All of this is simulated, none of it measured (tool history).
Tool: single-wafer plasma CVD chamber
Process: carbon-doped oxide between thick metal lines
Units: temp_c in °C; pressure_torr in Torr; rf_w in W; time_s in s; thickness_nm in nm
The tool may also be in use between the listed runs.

| run | day | temp_c | pressure_torr | rf_w | time_s | thickness_nm |
|---|---|---|---|---|---|---|
| 1 | 0.000 | 345 | 4.71 | 425 | 134 | 599.38 |
| 2 | 0.050 | 345 | 4.71 | 425 | 138 | 618.70 |
| 3 | 0.325 | 345 | 4.71 | 425 | 134 | 601.13 |
| 4 | 0.579 | 345 | 4.71 | 425 | 138 | 619.34 |
| 5 | 0.667 | 345 | 5.55 | 425 | 138 | 632.23 |
| 6 | 0.742 | 346 | 5.48 | 420 | 138 | 623.24 |
| 7 | 0.938 | 347 | 5.42 | 415 | 138 | 620.17 |
| 8 | 1.275 | 347 | 5.36 | 410 | 138 | 610.68 |

Forecast run 9:
| 9 | 1.604 | 348 | 5.29 | 405 | 138 | ? |

{"run 9": {"thickness_nm": 609.27}}
